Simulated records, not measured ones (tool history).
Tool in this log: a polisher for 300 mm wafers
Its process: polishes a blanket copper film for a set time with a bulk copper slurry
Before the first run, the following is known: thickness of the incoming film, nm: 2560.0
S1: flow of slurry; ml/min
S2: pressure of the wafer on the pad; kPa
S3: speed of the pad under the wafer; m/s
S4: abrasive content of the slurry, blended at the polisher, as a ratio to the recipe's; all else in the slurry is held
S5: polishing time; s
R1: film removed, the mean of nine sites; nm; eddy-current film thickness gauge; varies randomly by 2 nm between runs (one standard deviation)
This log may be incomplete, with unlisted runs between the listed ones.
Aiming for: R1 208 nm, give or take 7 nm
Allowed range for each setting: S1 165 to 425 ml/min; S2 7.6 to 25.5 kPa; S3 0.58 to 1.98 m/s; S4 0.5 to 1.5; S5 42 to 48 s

run,day,S1,S2,S3,S4,S5,R1
1,0,275,16.5,1.28,1,48,451.13
2,0.354,275,14.5,1.22,1,48,390.5
3,0.4,275,13.1,1.14,1,48,349.93
4,0.65,275,16.5,1.14,1,48,408.43
5,0.721,320,16.5,1.14,1,48,407.01
6,0.975,320,15.2,1.06,1,48,367.89
7,1.017,320,13.8,1,1,48,326.62
8,1.158,320,12.4,0.96,1,48,296.69
9,1.196,320,11.7,0.92,1,48,272.57
10,1.317,320,11,0.9,1,48,261.57
11,1.633,320,10.3,0.88,1,48,250.38
12,1.738,320,9.7,0.86,1,48,235.33
13,1.904,320,9,0.86,1,48,228.68

Which single option among these 4 for the next run brings every result within its allowed miss of target? Just one does.
A,2.071,335,9.7,0.92,0.95,43,?
B,2.071,340,9,0.84,1.05,48,?
C,2.071,345,9.7,1.04,1.05,45,?
D,2.071,265,9,0.74,1.25,48,?

move,R1
A,218.16
B,222.99
C,259.04
D,206.79
A: closer than the last run, but not yet in spec
B: closer than the last run, but not yet in spec
C: lands further from the targets than the last run did
D: all results land within tolerance of their targets
Go with D: it meets all targets.
